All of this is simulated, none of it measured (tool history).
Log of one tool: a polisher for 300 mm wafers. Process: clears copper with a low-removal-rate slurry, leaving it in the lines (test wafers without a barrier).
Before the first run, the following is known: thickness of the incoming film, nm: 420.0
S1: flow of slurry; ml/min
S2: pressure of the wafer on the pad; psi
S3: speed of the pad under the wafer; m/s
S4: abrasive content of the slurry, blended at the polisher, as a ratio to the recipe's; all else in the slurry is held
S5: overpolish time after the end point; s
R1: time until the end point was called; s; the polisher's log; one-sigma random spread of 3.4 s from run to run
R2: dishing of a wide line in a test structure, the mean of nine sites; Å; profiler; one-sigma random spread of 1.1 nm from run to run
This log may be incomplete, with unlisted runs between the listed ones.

run,hour,S1,S2,S3,S4,S5,R1,R2
1,0,135,2.7,1.02,1,27,179.65,408.24
2,2.7,130,2.7,1.02,1,32,184.5,492.55
3,10.5,125,2.7,1.02,1,35,188.58,500.19
4,15.1,125,2.7,1.1,1,35,177.18,536.69
5,17.3,150,2.7,1.1,1,35,168.38,545.92
6,22.2,125,2.7,1.1,1,35,173.33,541.44

Expected results for the next run?
7,26.8,125,2.7,1.1,1,38,?,?

R1: 171.95 s
R2: 578.55 Å

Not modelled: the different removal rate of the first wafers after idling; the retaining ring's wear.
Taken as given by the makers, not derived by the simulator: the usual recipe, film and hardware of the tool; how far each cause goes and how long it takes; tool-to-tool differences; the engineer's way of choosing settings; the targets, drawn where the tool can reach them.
